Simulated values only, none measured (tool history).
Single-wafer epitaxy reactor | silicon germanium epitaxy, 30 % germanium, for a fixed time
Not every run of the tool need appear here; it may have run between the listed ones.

| run | day | wafer temperature setpoint (pyrometer-controlled) (K) | chamber pressure (mTorr) | mean film thickness on the monitor wafer (angstrom) |
|---|---|---|---|---|
| 1 | 0 | 898.15 | 24500 | 1078.7 |
| 2 | 0.258 | 898.15 | 22600 | 1043.4 |
| 3 | 0.633 | 901.15 | 22700 | 1099.1 |
| 4 | 0.9 | 901.15 | 20900 | 1068.2 |
| 5 | 1.279 | 904.15 | 21000 | 1121.2 |
| 6 | 1.421 | 907.15 | 21200 | 1193.3 |
| 7 | 1.771 | 909.15 | 21200 | 1230.7 |
| 8 | 1.812 | 911.15 | 21200 | 1274.9 |
| 9 | 1.896 | 913.15 | 21200 | 1314 |
| 10 | 2.162 | 913.15 | 21200 | 1307.3 |
| 11 | 2.217 | 914.15 | 21400 | 1338.4 |
| 12 | 2.408 | 915.15 | 21500 | 1352.6 |

Run 13 is up next; what results do you expect?
| 13 | 2.733 | 916.15 | 21700 | ? |

Run 13 measured mean film thickness on the monitor wafer (angstrom) 1391.2.
